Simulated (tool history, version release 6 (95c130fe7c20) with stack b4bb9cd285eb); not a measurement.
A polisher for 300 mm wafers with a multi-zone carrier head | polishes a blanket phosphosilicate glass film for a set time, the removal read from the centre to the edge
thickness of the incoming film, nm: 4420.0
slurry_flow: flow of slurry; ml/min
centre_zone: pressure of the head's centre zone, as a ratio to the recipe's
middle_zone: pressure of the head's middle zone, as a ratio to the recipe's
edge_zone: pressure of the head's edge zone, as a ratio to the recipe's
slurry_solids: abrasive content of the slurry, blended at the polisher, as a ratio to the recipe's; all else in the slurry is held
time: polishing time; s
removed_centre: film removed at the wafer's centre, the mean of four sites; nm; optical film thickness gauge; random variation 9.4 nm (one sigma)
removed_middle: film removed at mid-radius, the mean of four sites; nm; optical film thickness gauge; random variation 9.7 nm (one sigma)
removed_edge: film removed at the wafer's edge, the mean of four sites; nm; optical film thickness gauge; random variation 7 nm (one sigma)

run,hour,slurry_flow,centre_zone,middle_zone,edge_zone,slurry_solids,time,removed_centre,removed_middle,removed_edge
1,0.0,275,1.00,1.00,1.00,1.00,47,461.61,484.37,481.88
2,1.5,280,1.03,1.00,1.03,1.10,49,528.46,516.72,534.49
3,10.5,280,1.03,1.00,1.03,1.10,43,454.50,462.47,458.14
4,12.4,280,1.04,1.00,1.04,1.20,46,509.88,502.61,503.21
5,18.1,280,1.04,1.00,1.04,1.20,40,437.06,440.20,448.12
6,18.7,285,1.05,1.00,1.06,1.25,44,512.77,506.75,510.66

The next listed run, before its measurement:
7,23.8,295,1.06,0.99,1.09,1.30,46,?,?,?

{"run 7": {"removed_centre": 546.58, "removed_middle": 520.55, "removed_edge": 557.79}}
